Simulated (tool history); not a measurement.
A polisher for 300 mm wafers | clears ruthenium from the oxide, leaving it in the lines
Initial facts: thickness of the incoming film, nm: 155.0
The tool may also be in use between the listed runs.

run  hour  flow of slurry (ml/min)  pressure of the wafer on the pad (psi)  speed of the pad under the wafer (m/s)  overpolish time after the end point (s)  time until the end point was called (s)
  1   0.0                      280                                     2.1                                    1.02                                       41                                   149.03
  2   5.3                      280                                     2.1                                    1.02                                       41                                   154.32
  3   6.3                      280                                     2.0                                    1.02                                       41                                   158.06
  4  10.8                      280                                     1.9                                    1.02                                       41                                   166.33
  5  18.3                      280                                     2.4                                    1.02                                       41                                   134.01
  6  23.5                      280                                     2.7                                    1.02                                       41                                   117.34

Forecast run 7:
  7  32.3                      280                                     2.5                                    1.00                                       41                                        ?

{"run 7": {"time until the end point was called (s)": 131.08}}
